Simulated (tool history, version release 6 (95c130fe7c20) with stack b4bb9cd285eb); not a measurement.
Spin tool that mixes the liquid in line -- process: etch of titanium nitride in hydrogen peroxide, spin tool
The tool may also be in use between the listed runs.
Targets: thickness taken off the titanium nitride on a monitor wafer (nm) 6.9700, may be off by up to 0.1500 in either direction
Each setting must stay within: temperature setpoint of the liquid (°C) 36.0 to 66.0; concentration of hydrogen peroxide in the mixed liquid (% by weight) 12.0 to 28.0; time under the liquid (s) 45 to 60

| run | hour | temperature setpoint of the liquid (°C) | concentration of hydrogen peroxide in the mixed liquid (% by weight) | time under the liquid (s) | thickness taken off the titanium nitride on a monitor wafer (nm) |
|---|---|---|---|---|---|
| 1 | 0.0 | 52.0 | 19.0 | 60 | 3.0820 |
| 2 | 1.6 | 54.0 | 19.0 | 60 | 3.5596 |
| 3 | 3.4 | 54.0 | 22.5 | 60 | 3.7038 |
| 4 | 6.6 | 55.5 | 22.5 | 60 | 4.1098 |
| 5 | 11.1 | 55.5 | 26.0 | 60 | 4.2092 |
| 6 | 17.9 | 56.5 | 26.0 | 60 | 4.5277 |
| 7 | 19.7 | 56.5 | 26.0 | 60 | 4.5124 |
| 8 | 24.6 | 64.0 | 26.0 | 60 | 7.5131 |
| 9 | 31.4 | 63.5 | 26.0 | 60 | 7.2530 |

Pick the move, out of 5, that brings all results within their allowed miss; only one does.
| A | 38.2 | 65.0 | 26.5 | 55 | ? |
| B | 38.2 | 63.5 | 25.0 | 60 | ? |
| C | 38.2 | 65.0 | 25.0 | 55 | ? |
| D | 38.2 | 65.5 | 27.0 | 50 | ? |
| E | 38.2 | 64.0 | 24.5 | 60 | ? |

| move | thickness taken off the titanium nitride on a monitor wafer (nm) |
|---|---|
| A | 7.4341 |
| B | 7.2546 |
| C | 7.3400 |
| D | 7.0118 |
| E | 7.4651 |
A: misses by more than the last run did
B: no better and no worse than the last run
C: misses by more than the last run did
D: every result lands within tolerance
E: misses by more than the last run did
The right move is D.
